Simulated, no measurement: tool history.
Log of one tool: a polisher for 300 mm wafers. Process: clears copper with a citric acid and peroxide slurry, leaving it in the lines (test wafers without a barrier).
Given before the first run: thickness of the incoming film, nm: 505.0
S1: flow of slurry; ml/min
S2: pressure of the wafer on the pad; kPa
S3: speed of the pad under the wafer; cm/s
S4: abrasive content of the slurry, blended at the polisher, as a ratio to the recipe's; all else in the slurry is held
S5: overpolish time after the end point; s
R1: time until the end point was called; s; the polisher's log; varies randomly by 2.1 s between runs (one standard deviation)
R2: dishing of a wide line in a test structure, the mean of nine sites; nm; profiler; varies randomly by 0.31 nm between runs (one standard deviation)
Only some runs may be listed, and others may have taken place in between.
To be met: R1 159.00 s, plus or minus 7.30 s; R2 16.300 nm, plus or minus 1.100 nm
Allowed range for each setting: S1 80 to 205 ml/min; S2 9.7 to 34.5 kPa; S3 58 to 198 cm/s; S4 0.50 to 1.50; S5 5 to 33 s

{"run": 1, "hour": 0.0, "S1": 135, "S2": 22.1, "S3": 128, "S4": 1.0, "S5": 17, "R1": 146.81, "R2": 37.274}
{"run": 2, "hour": 4.5, "S1": 135, "S2": 22.1, "S3": 128, "S4": 0.8, "S5": 17, "R1": 159.26, "R2": 36.569}
{"run": 3, "hour": 7.4, "S1": 135, "S2": 22.1, "S3": 128, "S4": 0.6, "S5": 17, "R1": 164.4, "R2": 33.017}
{"run": 4, "hour": 11.6, "S1": 135, "S2": 22.1, "S3": 108, "S4": 0.6, "S5": 17, "R1": 202.85, "R2": 30.505}
{"run": 5, "hour": 13.6, "S1": 135, "S2": 22.1, "S3": 108, "S4": 0.5, "S5": 17, "R1": 208.6, "R2": 28.426}
{"run": 6, "hour": 17.5, "S1": 125, "S2": 21.4, "S3": 116, "S4": 0.5, "S5": 15, "R1": 205.78, "R2": 25.305}
{"run": 7, "hour": 19.4, "S1": 115, "S2": 21.4, "S3": 122, "S4": 0.5, "S5": 13, "R1": 195.17, "R2": 24.842}
{"run": 8, "hour": 23.7, "S1": 150, "S2": 23.4, "S3": 114, "S4": 0.75, "S5": 5, "R1": 165.28, "R2": 11.373}
{"run": 9, "hour": 30.2, "S1": 140, "S2": 24.1, "S3": 114, "S4": 0.75, "S5": 5, "R1": 167.31, "R2": 11.621}
{"run": 10, "hour": 33.8, "S1": 140, "S2": 24.1, "S3": 114, "S4": 0.75, "S5": 5, "R1": 165.38, "R2": 11.2}
{"run": 11, "hour": 37.2, "S1": 135, "S2": 24.1, "S3": 116, "S4": 0.75, "S5": 6, "R1": 160.2, "R2": 13.526}
{"run": 12, "hour": 43.6, "S1": 130, "S2": 24.1, "S3": 116, "S4": 0.75, "S5": 6, "R1": 165.8, "R2": 14.302}
{"run": 13, "hour": 46.7, "S1": 125, "S2": 24.8, "S3": 116, "S4": 0.75, "S5": 6, "R1": 160.24, "R2": 14.169}
{"run": 14, "hour": 53.8, "S1": 120, "S2": 24.8, "S3": 116, "S4": 0.75, "S5": 6, "R1": 159.86, "R2": 14.096}
{"run": 15, "hour": 56.6, "S1": 115, "S2": 24.8, "S3": 116, "S4": 0.75, "S5": 6, "R1": 161.95, "R2": 14.131}
{"run": 16, "hour": 57.7, "S1": 110, "S2": 24.8, "S3": 116, "S4": 0.75, "S5": 6, "R1": 164.42, "R2": 13.723}

Exactly one of the 4 candidate moves below puts every result within its allowed miss. Which one?
{"run": "A", "hour": 58.8, "S1": 110, "S2": 23.4, "S3": 120, "S4": 0.85, "S5": 7, "R1": "?", "R2": "?"}
{"run": "B", "hour": 58.8, "S1": 110, "S2": 24.1, "S3": 116, "S4": 0.75, "S5": 5, "R1": "?", "R2": "?"}
{"run": "C", "hour": 58.8, "S1": 110, "S2": 24.8, "S3": 102, "S4": 0.95, "S5": 5, "R1": "?", "R2": "?"}
{"run": "D", "hour": 58.8, "S1": 120, "S2": 24.1, "S3": 110, "S4": 0.65, "S5": 5, "R1": "?", "R2": "?"}

move=A R1=164.03 R2=16.320
move=B R1=170.35 R2=11.446
move=C R1=177.79 R2=10.991
move=D R1=183.56 R2=10.656
A: each result inside its tolerance
B: the biggest miss grows against the last run
C: the biggest miss grows against the last run
D: the biggest miss grows against the last run
Answer: A
